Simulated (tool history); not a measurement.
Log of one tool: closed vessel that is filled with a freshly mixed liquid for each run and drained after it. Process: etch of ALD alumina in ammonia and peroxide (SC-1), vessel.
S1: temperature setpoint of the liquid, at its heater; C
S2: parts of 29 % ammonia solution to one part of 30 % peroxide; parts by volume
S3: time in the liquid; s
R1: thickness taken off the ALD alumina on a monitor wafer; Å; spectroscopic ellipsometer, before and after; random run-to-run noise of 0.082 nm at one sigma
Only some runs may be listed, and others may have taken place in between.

| run | day | S1 | S2 | S3 | R1 |
|---|---|---|---|---|---|
| 1 | 0 | 52 | 0.6 | 535 | 355.79 |
| 2 | 0.071 | 50.5 | 0.6 | 535 | 330.84 |
| 3 | 0.4 | 49 | 0.6 | 535 | 304.66 |
| 4 | 0.571 | 49 | 0.4 | 535 | 293.43 |
| 5 | 0.858 | 55.5 | 0.4 | 535 | 418.28 |
| 6 | 0.979 | 53.5 | 0.4 | 535 | 374.5 |
| 7 | 1.208 | 52 | 0.4 | 535 | 347.3 |
| 8 | 1.283 | 50.5 | 0.4 | 535 | 319.16 |
| 9 | 1.512 | 49.5 | 0.4 | 535 | 301.34 |
| 10 | 1.658 | 48.5 | 0.4 | 535 | 286.21 |
| 11 | 2.033 | 47.5 | 0.4 | 535 | 269.06 |

Predict the results of run 12:
| 12 | 2.304 | 47 | 0.4 | 535 | ? |

R1: 263.83 Å
